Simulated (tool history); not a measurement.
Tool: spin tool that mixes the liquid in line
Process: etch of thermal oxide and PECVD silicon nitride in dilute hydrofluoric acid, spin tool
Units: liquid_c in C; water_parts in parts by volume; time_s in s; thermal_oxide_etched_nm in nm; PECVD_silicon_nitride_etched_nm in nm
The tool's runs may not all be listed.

run,hour,liquid_c,water_parts,time_s,thermal_oxide_etched_nm,PECVD_silicon_nitride_etched_nm
1,0.0,24.0,40,105,14.638,9.3110
2,5.3,24.5,35,110,17.671,11.7410
3,7.6,24.5,35,65,10.476,6.8029
4,13.3,24.0,30,85,15.876,10.1150
5,17.4,23.5,25,95,20.950,13.0660
6,20.8,23.5,20,95,26.398,16.0890
7,26.7,23.5,20,100,27.621,16.8380

Forecast run 8:
8,31.3,23.5,20,105,?,?

thermal_oxide_etched_nm: 29.631 nm
PECVD_silicon_nitride_etched_nm: 17.8060 nm
